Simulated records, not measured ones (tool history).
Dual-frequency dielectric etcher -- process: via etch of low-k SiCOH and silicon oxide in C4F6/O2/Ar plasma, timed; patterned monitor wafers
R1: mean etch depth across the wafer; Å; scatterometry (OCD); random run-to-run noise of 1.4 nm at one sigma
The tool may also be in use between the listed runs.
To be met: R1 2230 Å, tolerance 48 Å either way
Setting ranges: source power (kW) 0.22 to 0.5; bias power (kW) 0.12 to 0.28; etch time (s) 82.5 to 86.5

{"run": 1, "hour": 0.0, "source power (kW)": 0.36, "bias power (kW)": 0.2, "etch time (s)": 82.5, "R1": 2468.7}
{"run": 2, "hour": 4.7, "source power (kW)": 0.42, "bias power (kW)": 0.2, "etch time (s)": 82.5, "R1": 2599.4}
{"run": 3, "hour": 11.8, "source power (kW)": 0.42, "bias power (kW)": 0.2, "etch time (s)": 86.5, "R1": 2736.4}
{"run": 4, "hour": 14.3, "source power (kW)": 0.42, "bias power (kW)": 0.2, "etch time (s)": 82.5, "R1": 2572.2}
{"run": 5, "hour": 16.5, "source power (kW)": 0.39, "bias power (kW)": 0.194, "etch time (s)": 82.5, "R1": 2476.4}
{"run": 6, "hour": 17.6, "source power (kW)": 0.37, "bias power (kW)": 0.191, "etch time (s)": 82.5, "R1": 2446.9}
{"run": 7, "hour": 22.1, "source power (kW)": 0.35, "bias power (kW)": 0.187, "etch time (s)": 82.5, "R1": 2391.6}
{"run": 8, "hour": 27.0, "source power (kW)": 0.34, "bias power (kW)": 0.184, "etch time (s)": 82.5, "R1": 2364.9}
{"run": 9, "hour": 27.6, "source power (kW)": 0.34, "bias power (kW)": 0.184, "etch time (s)": 82.5, "R1": 2352.5}
{"run": 10, "hour": 28.3, "source power (kW)": 0.33, "bias power (kW)": 0.182, "etch time (s)": 82.5, "R1": 2330.1}
{"run": 11, "hour": 32.7, "source power (kW)": 0.32, "bias power (kW)": 0.18, "etch time (s)": 82.5, "R1": 2317.4}

Next run, 5 choices. One meets every target within its allowed miss, the rest don't. Which?
{"run": "A", "hour": 37.1, "source power (kW)": 0.3, "bias power (kW)": 0.151, "etch time (s)": 86.5, "R1": "?"}
{"run": "B", "hour": 37.1, "source power (kW)": 0.35, "bias power (kW)": 0.182, "etch time (s)": 82.5, "R1": "?"}
{"run": "C", "hour": 37.1, "source power (kW)": 0.33, "bias power (kW)": 0.165, "etch time (s)": 86.5, "R1": "?"}
{"run": "D", "hour": 37.1, "source power (kW)": 0.22, "bias power (kW)": 0.168, "etch time (s)": 86.5, "R1": "?"}
{"run": "E", "hour": 37.1, "source power (kW)": 0.31, "bias power (kW)": 0.18, "etch time (s)": 86.5, "R1": "?"}

move=A R1=2238.6
move=B R1=2384.3
move=C R1=2372
move=D R1=2167.5
move=E R1=2413
A: all results land within tolerance of their targets
B: moves away from the targets compared with the last run
C: moves away from the targets compared with the last run
D: takes the result that was furthest off past its target
E: moves away from the targets compared with the last run
The move that meets every target is A.
